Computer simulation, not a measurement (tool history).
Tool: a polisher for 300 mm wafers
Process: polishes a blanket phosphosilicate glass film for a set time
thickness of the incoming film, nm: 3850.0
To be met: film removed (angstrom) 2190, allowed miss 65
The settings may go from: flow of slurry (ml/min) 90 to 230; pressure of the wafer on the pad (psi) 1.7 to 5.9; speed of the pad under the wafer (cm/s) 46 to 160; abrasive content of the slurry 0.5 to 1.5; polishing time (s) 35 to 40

run	hour	flow of slurry (ml/min)	pressure of the wafer on the pad (psi)	speed of the pad under the wafer (cm/s)	abrasive content of the slurry	polishing time (s)	film removed (angstrom)
1	0	150	3.8	102	1	40	4911.1
2	2.6	150	3.8	120	1	40	5561.6
3	9.3	145	3.2	106	1	40	4322.8
4	12.7	140	2.7	94	1	40	3263.3
5	18	140	2.7	72	1	40	2688.4
6	19.4	140	2.7	72	1.15	40	2822.2
7	24.8	135	2.5	72	1.15	40	2596.2
8	30.9	125	2.4	72	1.15	40	2486
9	38.8	120	2.3	72	1.15	40	2345

5 next moves are on the table. One of them brings every result within its allowed miss. Which?
A	46.7	130	2.9	66	1	39	?
B	46.7	110	3.2	58	1.2	38	?
C	46.7	115	2.1	106	1.1	35	?
D	46.7	110	2.1	96	0.9	40	?
E	46.7	115	2.4	72	1.2	35	?

move	film removed (angstrom)
A	2556.1
B	2577.3
C	2557.5
D	2421.2
E	2196.7
A: further off than the last run
B: further off than the last run
C: further off than the last run
D: further off than the last run
E: meets every target
The right move is E.

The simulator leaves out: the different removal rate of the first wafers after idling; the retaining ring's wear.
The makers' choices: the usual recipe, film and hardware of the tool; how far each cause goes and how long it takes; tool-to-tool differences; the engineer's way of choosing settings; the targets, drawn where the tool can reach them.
